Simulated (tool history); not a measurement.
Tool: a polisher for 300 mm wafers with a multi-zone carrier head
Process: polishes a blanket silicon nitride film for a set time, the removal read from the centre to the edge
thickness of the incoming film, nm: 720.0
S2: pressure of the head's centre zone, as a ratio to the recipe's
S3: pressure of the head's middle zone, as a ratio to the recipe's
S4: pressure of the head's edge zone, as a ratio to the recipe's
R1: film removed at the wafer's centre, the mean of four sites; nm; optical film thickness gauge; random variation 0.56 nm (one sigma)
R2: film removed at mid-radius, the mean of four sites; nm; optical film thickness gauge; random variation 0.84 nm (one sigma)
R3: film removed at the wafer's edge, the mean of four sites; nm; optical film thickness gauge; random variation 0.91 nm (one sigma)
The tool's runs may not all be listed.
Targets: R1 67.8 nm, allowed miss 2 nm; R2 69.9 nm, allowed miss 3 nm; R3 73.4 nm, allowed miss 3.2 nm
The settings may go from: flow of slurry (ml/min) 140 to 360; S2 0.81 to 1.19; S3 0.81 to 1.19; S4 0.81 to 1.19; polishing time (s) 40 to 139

{"run": 1, "day": 0.0, "flow of slurry (ml/min)": 230, "S2": 1, "S3": 1, "S4": 1, "polishing time (s)": 89, "R1": 128.46, "R2": 131.17, "R3": 129.11}
{"run": 2, "day": 0.271, "flow of slurry (ml/min)": 230, "S2": 1, "S3": 1, "S4": 1.04, "polishing time (s)": 89, "R1": 126.34, "R2": 132.06, "R3": 129.87}
{"run": 3, "day": 0.375, "flow of slurry (ml/min)": 260, "S2": 1, "S3": 1, "S4": 1.04, "polishing time (s)": 89, "R1": 130.78, "R2": 133.06, "R3": 133.86}
{"run": 4, "day": 0.421, "flow of slurry (ml/min)": 260, "S2": 1, "S3": 1, "S4": 1.04, "polishing time (s)": 99, "R1": 144.23, "R2": 145.62, "R3": 147.67}
{"run": 5, "day": 0.45, "flow of slurry (ml/min)": 220, "S2": 1, "S3": 1, "S4": 1.04, "polishing time (s)": 99, "R1": 139.9, "R2": 144.01, "R3": 144.6}
{"run": 6, "day": 0.746, "flow of slurry (ml/min)": 215, "S2": 0.98, "S3": 0.97, "S4": 1.03, "polishing time (s)": 89, "R1": 122.46, "R2": 125.59, "R3": 129.53}
{"day": 0.912, "done": "slurry nozzle cleaned"}
{"run": 7, "day": 0.912, "flow of slurry (ml/min)": 210, "S2": 0.97, "S3": 0.96, "S4": 1.01, "polishing time (s)": 81, "R1": 114.78, "R2": 117.4, "R3": 121.7}
{"run": 8, "day": 1.212, "flow of slurry (ml/min)": 200, "S2": 0.94, "S3": 0.94, "S4": 0.98, "polishing time (s)": 74, "R1": 100.8, "R2": 105.16, "R3": 105.81}
{"run": 9, "day": 1.45, "flow of slurry (ml/min)": 200, "S2": 0.92, "S3": 0.92, "S4": 0.97, "polishing time (s)": 69, "R1": 91.952, "R2": 94.916, "R3": 98.25}
{"run": 10, "day": 1.717, "flow of slurry (ml/min)": 200, "S2": 0.9, "S3": 0.91, "S4": 0.95, "polishing time (s)": 66, "R1": 84.789, "R2": 92.447, "R3": 94.559}
{"run": 11, "day": 1.771, "flow of slurry (ml/min)": 180, "S2": 0.94, "S3": 0.83, "S4": 0.89, "polishing time (s)": 42, "R1": 56.404, "R2": 54.992, "R3": 57.796}
{"run": 12, "day": 2.121, "flow of slurry (ml/min)": 245, "S2": 0.94, "S3": 0.92, "S4": 0.99, "polishing time (s)": 41, "R1": 57.154, "R2": 59.205, "R3": 60.961}
{"run": 13, "day": 2.288, "flow of slurry (ml/min)": 240, "S2": 0.95, "S3": 0.93, "S4": 1.01, "polishing time (s)": 42, "R1": 59.478, "R2": 61.326, "R3": 62.626}
{"run": 14, "day": 2.429, "flow of slurry (ml/min)": 240, "S2": 0.95, "S3": 0.94, "S4": 1.03, "polishing time (s)": 43, "R1": 61.311, "R2": 63.156, "R3": 65.128}
{"run": 15, "day": 2.6, "flow of slurry (ml/min)": 235, "S2": 0.95, "S3": 0.95, "S4": 1.05, "polishing time (s)": 43, "R1": 60.952, "R2": 63.073, "R3": 65.156}
{"run": 16, "day": 2.921, "flow of slurry (ml/min)": 235, "S2": 0.95, "S3": 0.96, "S4": 1.06, "polishing time (s)": 44, "R1": 62.634, "R2": 65.741, "R3": 67.452}

4 next moves are on the table. One of them brings every result within its allowed miss. Which?
{"run": "A", "day": 3.242, "flow of slurry (ml/min)": 210, "S2": 1.14, "S3": 1.19, "S4": 0.9, "polishing time (s)": 42, "R1": "?", "R2": "?", "R3": "?"}
{"run": "B", "day": 3.242, "flow of slurry (ml/min)": 235, "S2": 0.93, "S3": 0.91, "S4": 1.02, "polishing time (s)": 49, "R1": "?", "R2": "?", "R3": "?"}
{"run": "C", "day": 3.242, "flow of slurry (ml/min)": 295, "S2": 0.81, "S3": 0.93, "S4": 1.17, "polishing time (s)": 45, "R1": "?", "R2": "?", "R3": "?"}
{"run": "D", "day": 3.242, "flow of slurry (ml/min)": 255, "S2": 0.93, "S3": 1.1, "S4": 0.99, "polishing time (s)": 44, "R1": "?", "R2": "?", "R3": "?"}

move=A R1=70.07 R2=71.165 R3=57.41
move=B R1=67.704 R2=70.911 R3=72.135
move=C R1=55.74 R2=67.843 R3=72.442
move=D R1=61.573 R2=72.694 R3=64.228
A: takes the result that was furthest off past its target
B: meets every target
C: further off than the last run
D: further off than the last run
Move B is the one to make.

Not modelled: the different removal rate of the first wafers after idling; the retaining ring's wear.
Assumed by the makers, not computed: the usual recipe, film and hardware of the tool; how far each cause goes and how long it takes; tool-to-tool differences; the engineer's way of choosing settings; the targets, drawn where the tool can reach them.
